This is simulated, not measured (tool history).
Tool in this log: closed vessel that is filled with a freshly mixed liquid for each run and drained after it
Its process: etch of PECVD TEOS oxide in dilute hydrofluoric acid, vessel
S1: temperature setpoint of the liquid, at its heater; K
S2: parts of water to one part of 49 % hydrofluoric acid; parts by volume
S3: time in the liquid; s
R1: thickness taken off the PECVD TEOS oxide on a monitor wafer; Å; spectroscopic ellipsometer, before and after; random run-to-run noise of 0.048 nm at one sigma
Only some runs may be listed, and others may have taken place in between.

Run 1, day 0: S1 296.15 K, S2 280 parts by volume, S3 60 s. Result: R1 27.991 Å.
Run 2, day 0.233: S1 294.15 K, S2 280 parts by volume, S3 60 s. Result: R1 25.796 Å.
Run 3, day 0.292: S1 294.15 K, S2 280 parts by volume, S3 40 s. Result: R1 17.212 Å.
Run 4, day 0.675: S1 297.65 K, S2 230 parts by volume, S3 40 s. Result: R1 25.094 Å.
Run 5, day 0.779: S1 296.15 K, S2 230 parts by volume, S3 40 s. Result: R1 23.569 Å.
Run 6, day 1.096: S1 296.15 K, S2 230 parts by volume, S3 60 s. Result: R1 35.186 Å.
Run 7, day 1.279: S1 300.15 K, S2 120 parts by volume, S3 60 s. Result: R1 89.818 Å.

Expected results for the next run?
Run 8, day 1.442: S1 299.15 K, S2 120 parts by volume, S3 60 s. Result: R1 ?.

Run 8 gave R1 86.264 Å.
